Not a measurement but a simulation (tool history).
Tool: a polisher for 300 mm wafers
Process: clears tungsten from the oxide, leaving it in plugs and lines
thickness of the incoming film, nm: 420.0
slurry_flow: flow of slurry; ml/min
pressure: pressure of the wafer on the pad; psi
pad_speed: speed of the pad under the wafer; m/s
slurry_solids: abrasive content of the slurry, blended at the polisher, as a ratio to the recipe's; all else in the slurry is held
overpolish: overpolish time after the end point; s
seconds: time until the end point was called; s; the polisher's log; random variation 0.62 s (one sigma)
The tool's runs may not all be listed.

run 1 hour=0.0 | slurry_flow=265 pressure=2.9 pad_speed=1.00 slurry_solids=1.00 overpolish=32 | seconds=123.230
run 2 hour=1.1 | slurry_flow=265 pressure=2.9 pad_speed=1.00 slurry_solids=1.15 overpolish=32 | seconds=118.350
run 3 hour=7.4 | slurry_flow=265 pressure=2.9 pad_speed=1.00 slurry_solids=1.15 overpolish=32 | seconds=117.690
run 4 hour=14.9 | slurry_flow=265 pressure=3.1 pad_speed=1.00 slurry_solids=1.15 overpolish=32 | seconds=112.280
run 5 hour=19.1 | slurry_flow=265 pressure=3.3 pad_speed=1.00 slurry_solids=1.15 overpolish=32 | seconds=107.540
run 6 hour=24.1 | slurry_flow=265 pressure=3.5 pad_speed=1.00 slurry_solids=1.15 overpolish=32 | seconds=100.490
run 7 hour=27.3 | slurry_flow=265 pressure=3.6 pad_speed=1.00 slurry_solids=1.15 overpolish=32 | seconds=98.071

Forecast run 8:
run 8 hour=31.2 | slurry_flow=265 pressure=3.7 pad_speed=1.00 slurry_solids=1.15 overpolish=32 | seconds=?

seconds: 96.700 s
